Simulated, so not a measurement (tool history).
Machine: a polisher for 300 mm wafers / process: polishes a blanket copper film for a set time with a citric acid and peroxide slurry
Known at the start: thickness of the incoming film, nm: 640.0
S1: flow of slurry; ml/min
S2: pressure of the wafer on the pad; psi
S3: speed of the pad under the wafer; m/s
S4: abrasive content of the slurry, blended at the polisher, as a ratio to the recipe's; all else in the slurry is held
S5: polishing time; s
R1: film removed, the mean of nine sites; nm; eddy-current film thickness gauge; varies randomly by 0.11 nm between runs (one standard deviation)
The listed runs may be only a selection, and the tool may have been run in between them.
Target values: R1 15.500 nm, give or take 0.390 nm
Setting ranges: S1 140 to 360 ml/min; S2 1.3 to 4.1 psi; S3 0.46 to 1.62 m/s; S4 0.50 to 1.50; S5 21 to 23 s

run,hour,S1,S2,S3,S4,S5,R1
1,0.0,230,2.7,1.04,1.00,23,41.385
2,1.2,210,2.7,1.04,1.00,23,40.054
3,2.6,210,3.0,1.04,1.00,23,44.603
4,3.3,210,3.0,1.04,1.00,23,44.313
5,5.3,210,3.0,1.22,1.00,23,51.220
6,9.6,210,3.0,1.22,0.90,23,51.188
7,17.3,205,2.8,1.14,0.90,23,44.704
8,20.7,200,2.6,1.06,0.90,23,39.046
9,27.5,195,2.5,1.00,0.90,23,35.602
10,34.2,190,2.4,0.94,0.90,23,32.327
11,41.0,185,2.3,0.90,0.90,23,30.010
12,45.0,180,2.2,0.86,0.90,23,28.107

4 next moves are on the table. One of them brings every result within its allowed miss. Which?
A,49.0,165,1.5,0.72,0.80,21,?
B,49.0,240,1.9,0.50,1.15,21,?
C,49.0,150,3.3,0.76,1.05,23,?
D,49.0,175,1.7,0.68,0.75,21,?

move,R1
A,15.571
B,14.535
C,33.426
D,16.176
A: hits every target within its allowed miss
B: takes the result that was furthest off past its target
C: lands further from the targets than the last run did
D: nearer than the last run, and not there yet
Go with A: it meets all targets.
